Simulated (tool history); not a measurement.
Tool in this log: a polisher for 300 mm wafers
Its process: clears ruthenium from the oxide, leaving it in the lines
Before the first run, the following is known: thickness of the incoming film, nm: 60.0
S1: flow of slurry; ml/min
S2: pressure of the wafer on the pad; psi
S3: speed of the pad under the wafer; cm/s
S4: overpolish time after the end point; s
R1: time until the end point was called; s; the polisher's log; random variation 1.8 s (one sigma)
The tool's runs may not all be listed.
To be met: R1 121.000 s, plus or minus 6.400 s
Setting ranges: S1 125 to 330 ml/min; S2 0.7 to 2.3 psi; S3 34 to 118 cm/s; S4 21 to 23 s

Run 1, hour 0.0: S1 210 ml/min, S2 1.5 psi, S3 76 cm/s, S4 21 s. Result: R1 85.261 s.
Run 2, hour 8.4: S1 210 ml/min, S2 1.4 psi, S3 76 cm/s, S4 21 s. Result: R1 91.499 s.
Run 3, hour 14.6: S1 210 ml/min, S2 1.4 psi, S3 76 cm/s, S4 21 s. Result: R1 91.128 s.
Run 4, hour 16.5: S1 210 ml/min, S2 1.4 psi, S3 76 cm/s, S4 23 s. Result: R1 90.157 s.
Run 5, hour 19.1: S1 255 ml/min, S2 1.4 psi, S3 76 cm/s, S4 23 s. Result: R1 89.594 s.
Run 6, hour 27.2: S1 255 ml/min, S2 1.4 psi, S3 90 cm/s, S4 23 s. Result: R1 73.847 s.
Run 7, hour 33.6: S1 255 ml/min, S2 1.3 psi, S3 90 cm/s, S4 23 s. Result: R1 79.612 s.
Run 8, hour 35.4: S1 255 ml/min, S2 1.2 psi, S3 90 cm/s, S4 23 s. Result: R1 88.070 s.
Run 9, hour 44.2: S1 255 ml/min, S2 1.1 psi, S3 90 cm/s, S4 23 s. Result: R1 94.522 s.
Run 10, hour 52.5: S1 255 ml/min, S2 1.0 psi, S3 90 cm/s, S4 23 s. Result: R1 104.230 s.
Run 11, hour 58.2: S1 255 ml/min, S2 0.8 psi, S3 90 cm/s, S4 23 s. Result: R1 129.890 s.
Run 12, hour 60.5: S1 255 ml/min, S2 0.8 psi, S3 90 cm/s, S4 23 s. Result: R1 131.980 s.

4 candidate next runs follow, results not yet known. Just one meets every target within its allowed miss. Identify it.
Run A, hour 62.8: S1 190 ml/min, S2 1.0 psi, S3 92 cm/s, S4 21 s. Result: R1 ?.
Run B, hour 62.8: S1 315 ml/min, S2 0.9 psi, S3 68 cm/s, S4 21 s. Result: R1 ?.
Run C, hour 62.8: S1 275 ml/min, S2 0.9 psi, S3 86 cm/s, S4 23 s. Result: R1 ?.
Run D, hour 62.8: S1 285 ml/min, S2 1.0 psi, S3 84 cm/s, S4 21 s. Result: R1 ?.

move       R1
   A  105.490
   B  147.230
   C  118.780
   D  109.520
A: takes the biggest miss from the last run beyond its target
B: further off than the last run
C: in spec on every target
D: takes the biggest miss from the last run beyond its target
Move C is the one to make.
